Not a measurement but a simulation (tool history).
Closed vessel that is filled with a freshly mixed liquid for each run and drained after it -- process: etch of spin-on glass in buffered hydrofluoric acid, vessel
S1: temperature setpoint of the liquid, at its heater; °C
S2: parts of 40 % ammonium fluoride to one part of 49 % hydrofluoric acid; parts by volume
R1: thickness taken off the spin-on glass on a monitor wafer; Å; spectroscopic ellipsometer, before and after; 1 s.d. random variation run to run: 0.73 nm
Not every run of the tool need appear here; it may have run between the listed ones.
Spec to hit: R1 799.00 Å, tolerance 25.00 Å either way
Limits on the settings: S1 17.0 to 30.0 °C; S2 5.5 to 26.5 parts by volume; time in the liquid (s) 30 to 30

run 1 hour=0.0 | S1=22.0 S2=16.0 time_in_the_liquid_(s)=30 | R1=360.85
run 2 hour=4.0 | S1=22.0 S2=16.0 time_in_the_liquid_(s)=30 | R1=358.02
run 3 hour=7.9 | S1=22.0 S2=20.5 time_in_the_liquid_(s)=30 | R1=277.46
run 4 hour=13.0 | S1=22.0 S2=20.5 time_in_the_liquid_(s)=30 | R1=279.93
run 5 hour=16.6 | S1=24.5 S2=17.0 time_in_the_liquid_(s)=30 | R1=390.16
run 6 hour=21.0 | S1=24.5 S2=17.0 time_in_the_liquid_(s)=30 | R1=386.82
run 7 hour=23.2 | S1=26.0 S2=14.5 time_in_the_liquid_(s)=30 | R1=490.40
run 8 hour=30.5 | S1=27.0 S2=13.0 time_in_the_liquid_(s)=30 | R1=577.35
run 9 hour=33.0 | S1=28.0 S2=12.0 time_in_the_liquid_(s)=30 | R1=657.64
run 10 hour=40.6 | S1=28.5 S2=11.5 time_in_the_liquid_(s)=30 | R1=703.34
run 11 hour=43.5 | S1=30.0 S2=10.5 time_in_the_liquid_(s)=30 | R1=829.40

Which single option among these 4 for the next run brings every result within its allowed miss of target? Just one does.
run A hour=46.4 | S1=27.5 S2=8.5 time_in_the_liquid_(s)=30 | R1=?
run B hour=46.4 | S1=28.5 S2=9.0 time_in_the_liquid_(s)=30 | R1=?
run C hour=46.4 | S1=30.0 S2=11.0 time_in_the_liquid_(s)=30 | R1=?
run D hour=46.4 | S1=27.0 S2=8.5 time_in_the_liquid_(s)=30 | R1=?

move=A R1=871.78
move=B R1=864.04
move=C R1=797.78
move=D R1=848.84
A: further off than the last run
B: further off than the last run
C: in spec on every target
D: further off than the last run
So the answer is move C, the one that meets all the targets.
